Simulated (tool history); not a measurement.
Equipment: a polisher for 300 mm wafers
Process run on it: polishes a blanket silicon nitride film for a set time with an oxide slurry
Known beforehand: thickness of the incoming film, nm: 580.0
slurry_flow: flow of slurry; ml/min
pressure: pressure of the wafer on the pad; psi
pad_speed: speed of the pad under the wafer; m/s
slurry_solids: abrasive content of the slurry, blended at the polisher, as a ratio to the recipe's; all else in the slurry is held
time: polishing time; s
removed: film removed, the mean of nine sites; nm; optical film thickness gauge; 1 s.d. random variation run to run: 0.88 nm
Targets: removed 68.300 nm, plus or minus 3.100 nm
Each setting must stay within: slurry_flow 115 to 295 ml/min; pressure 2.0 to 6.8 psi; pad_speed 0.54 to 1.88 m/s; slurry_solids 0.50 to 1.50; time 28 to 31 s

run 1 hour=0.0 | slurry_flow=190 pressure=4.4 pad_speed=1.20 slurry_solids=1.00 time=31 | removed=33.526
run 2 hour=4.8 | slurry_flow=190 pressure=4.4 pad_speed=1.20 slurry_solids=1.00 time=28 | removed=30.304
run 3 hour=12.6 | slurry_flow=190 pressure=5.0 pad_speed=1.30 slurry_solids=1.00 time=28 | removed=36.678
run 4 hour=20.1 | slurry_flow=190 pressure=5.5 pad_speed=1.40 slurry_solids=1.00 time=28 | removed=41.727
run 5 hour=24.0 | slurry_flow=190 pressure=5.8 pad_speed=1.52 slurry_solids=1.00 time=28 | removed=47.003
run 6 hour=29.6 | slurry_flow=190 pressure=6.1 pad_speed=1.60 slurry_solids=1.00 time=28 | removed=51.855
run 7 hour=33.3 | slurry_flow=190 pressure=6.1 pad_speed=1.60 slurry_solids=1.00 time=28 | removed=52.016
run 8 hour=39.5 | slurry_flow=190 pressure=6.3 pad_speed=1.66 slurry_solids=1.00 time=28 | removed=55.887
run 9 hour=44.2 | slurry_flow=195 pressure=6.8 pad_speed=1.82 slurry_solids=1.00 time=28 | removed=63.490
run 10 hour=47.1 | slurry_flow=195 pressure=6.8 pad_speed=1.88 slurry_solids=1.10 time=29 | removed=71.970
run 11 hour=50.6 | slurry_flow=195 pressure=6.7 pad_speed=1.88 slurry_solids=1.10 time=29 | removed=71.162

Which one of the following 4 next-run settings gets every result inside its allowed miss? There is exactly one.
run A hour=54.1 | slurry_flow=215 pressure=6.8 pad_speed=1.70 slurry_solids=1.00 time=31 | removed=?
run B hour=54.1 | slurry_flow=160 pressure=6.8 pad_speed=1.88 slurry_solids=1.15 time=31 | removed=?
run C hour=54.1 | slurry_flow=220 pressure=6.2 pad_speed=1.86 slurry_solids=1.25 time=30 | removed=?
run D hour=54.1 | slurry_flow=195 pressure=6.5 pad_speed=1.86 slurry_solids=1.25 time=30 | removed=?

move=A removed=69.690
move=B removed=78.059
move=C removed=74.958
move=D removed=77.214
A: meets every target
B: moves away from the targets compared with the last run
C: moves away from the targets compared with the last run
D: moves away from the targets compared with the last run
Correct choice: A, which meets every target

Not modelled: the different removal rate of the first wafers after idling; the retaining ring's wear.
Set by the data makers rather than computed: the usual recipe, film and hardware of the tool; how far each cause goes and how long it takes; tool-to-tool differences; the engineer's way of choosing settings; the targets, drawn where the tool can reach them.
